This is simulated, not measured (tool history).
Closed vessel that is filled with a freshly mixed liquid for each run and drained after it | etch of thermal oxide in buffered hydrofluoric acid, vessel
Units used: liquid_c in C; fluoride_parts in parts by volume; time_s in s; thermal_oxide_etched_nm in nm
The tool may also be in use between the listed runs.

run 1 hour=0 | liquid_c=23 fluoride_parts=17.5 time_s=135 | thermal_oxide_etched_nm=89.531
run 2 hour=0.7 | liquid_c=19.5 fluoride_parts=17.5 time_s=135 | thermal_oxide_etched_nm=74.818
run 3 hour=1.3 | liquid_c=20.5 fluoride_parts=17.5 time_s=135 | thermal_oxide_etched_nm=77.996
run 4 hour=4.2 | liquid_c=18.5 fluoride_parts=17.5 time_s=135 | thermal_oxide_etched_nm=69.671
run 5 hour=12 | liquid_c=18.5 fluoride_parts=17.5 time_s=145 | thermal_oxide_etched_nm=74.651
run 6 hour=15.5 | liquid_c=19 fluoride_parts=17.5 time_s=145 | thermal_oxide_etched_nm=76.799
run 7 hour=21.6 | liquid_c=19.5 fluoride_parts=17.5 time_s=145 | thermal_oxide_etched_nm=79.224
run 8 hour=26.8 | liquid_c=19.5 fluoride_parts=17.5 time_s=145 | thermal_oxide_etched_nm=79.241
run 9 hour=33.4 | liquid_c=20 fluoride_parts=17.5 time_s=145 | thermal_oxide_etched_nm=81.766
run 10 hour=39 | liquid_c=20.5 fluoride_parts=17.5 time_s=145 | thermal_oxide_etched_nm=84.665

Estimate the outcome of run 11 from the log above:
run 11 hour=47.3 | liquid_c=21 fluoride_parts=17.5 time_s=145 | thermal_oxide_etched_nm=?

Run 11 produced thermal_oxide_etched_nm 86.164 nm.

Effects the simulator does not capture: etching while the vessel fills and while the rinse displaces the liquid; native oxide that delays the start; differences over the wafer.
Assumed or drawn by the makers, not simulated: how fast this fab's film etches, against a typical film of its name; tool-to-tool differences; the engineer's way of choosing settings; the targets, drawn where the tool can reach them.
